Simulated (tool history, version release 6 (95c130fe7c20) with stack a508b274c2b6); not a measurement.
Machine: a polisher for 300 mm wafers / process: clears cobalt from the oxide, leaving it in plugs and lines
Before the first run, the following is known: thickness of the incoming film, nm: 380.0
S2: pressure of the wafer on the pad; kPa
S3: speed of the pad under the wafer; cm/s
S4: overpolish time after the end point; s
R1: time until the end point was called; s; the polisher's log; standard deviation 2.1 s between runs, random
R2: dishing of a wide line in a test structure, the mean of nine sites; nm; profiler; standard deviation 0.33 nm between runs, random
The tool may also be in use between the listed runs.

run 1 hour=0.0 | flow_of_slurry_(ml/min)=265 S2=8.3 S3=108 S4=28 | R1=112.230 R2=42.923
run 2 hour=8.6 | flow_of_slurry_(ml/min)=265 S2=9.7 S3=108 S4=28 | R1=98.049 R2=44.075
run 3 hour=11.8 | flow_of_slurry_(ml/min)=245 S2=10.3 S3=88 S4=21 | R1=110.020 R2=38.450
run 4 hour=18.2 | flow_of_slurry_(ml/min)=215 S2=11.0 S3=74 S4=16 | R1=114.930 R2=32.540
run 5 hour=25.2 | flow_of_slurry_(ml/min)=190 S2=11.0 S3=74 S4=16 | R1=118.790 R2=32.674
run 6 hour=30.8 | flow_of_slurry_(ml/min)=180 S2=11.7 S3=66 S4=13 | R1=118.930 R2=27.884

Run 7, settings as shown, results not yet in. Your forecast:
run 7 hour=38.3 | flow_of_slurry_(ml/min)=175 S2=11.7 S3=62 S4=11 | R1=? R2=?

Run 7 yielded R1 130.380 s, R2 23.995 nm.
